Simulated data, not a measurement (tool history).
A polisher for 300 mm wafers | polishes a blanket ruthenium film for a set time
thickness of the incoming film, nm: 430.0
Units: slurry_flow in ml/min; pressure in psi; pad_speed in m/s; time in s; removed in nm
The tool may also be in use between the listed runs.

run	hour	slurry_flow	pressure	pad_speed	time	removed
1	0	170	2.8	0.92	64	88.275
2	8.1	170	2.8	0.92	64	87.108
3	14.2	170	2.2	0.92	64	71.725
4	22.9	165	2.1	0.92	64	68.37
5	28	150	2.1	0.92	64	68.104
6	32.8	115	2.1	0.92	64	65.704

Run 7 comes next. What will it give?
7	35.4	115	2	0.92	64	?

{"run 7": {"removed": 63.057}}

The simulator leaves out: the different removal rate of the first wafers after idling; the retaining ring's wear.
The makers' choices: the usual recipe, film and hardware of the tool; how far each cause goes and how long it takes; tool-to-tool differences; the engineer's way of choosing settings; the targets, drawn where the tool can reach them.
